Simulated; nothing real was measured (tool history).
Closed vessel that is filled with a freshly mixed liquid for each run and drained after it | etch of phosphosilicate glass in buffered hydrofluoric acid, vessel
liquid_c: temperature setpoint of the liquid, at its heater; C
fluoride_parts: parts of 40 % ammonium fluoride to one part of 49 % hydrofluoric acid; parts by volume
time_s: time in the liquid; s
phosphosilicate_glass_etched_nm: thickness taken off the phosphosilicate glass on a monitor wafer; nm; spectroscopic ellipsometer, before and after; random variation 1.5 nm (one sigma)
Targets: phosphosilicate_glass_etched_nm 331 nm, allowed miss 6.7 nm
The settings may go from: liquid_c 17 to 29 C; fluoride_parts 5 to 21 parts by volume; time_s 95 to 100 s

run	hour	liquid_c	fluoride_parts	time_s	phosphosilicate_glass_etched_nm
1	0	21	13	95	436.38
2	6.4	20	13	95	414.46
3	11.7	19.5	13	95	400.64
4	14.2	19.5	11	95	473.7
# hour 15.9: thermometer replaced
5	15.9	19.5	8.5	95	529.81
6	17.2	17	8.5	95	464.15
7	26.3	17	8.5	95	466.55
8	29.2	17	10	95	409.72
9	35.1	17	10.5	95	391.98
10	44	17	11	95	370.48
11	45.6	17	11.5	95	355.79

5 next moves are on the table. One of them brings every result within its allowed miss. Which?
A	47.2	17	13.5	100	?
B	47.2	17	13	95	?
C	47.2	17	13	100	?
D	47.2	19	12	100	?
E	47.2	17	12.5	100	?

move	phosphosilicate_glass_etched_nm
A	319.72
B	315.19
C	331.78
D	402
E	344.79
A: takes the result that was furthest off past its target
B: takes the result that was furthest off past its target
C: meets every target
D: further off than the last run
E: nearer than the last run, and not there yet
Answer: C
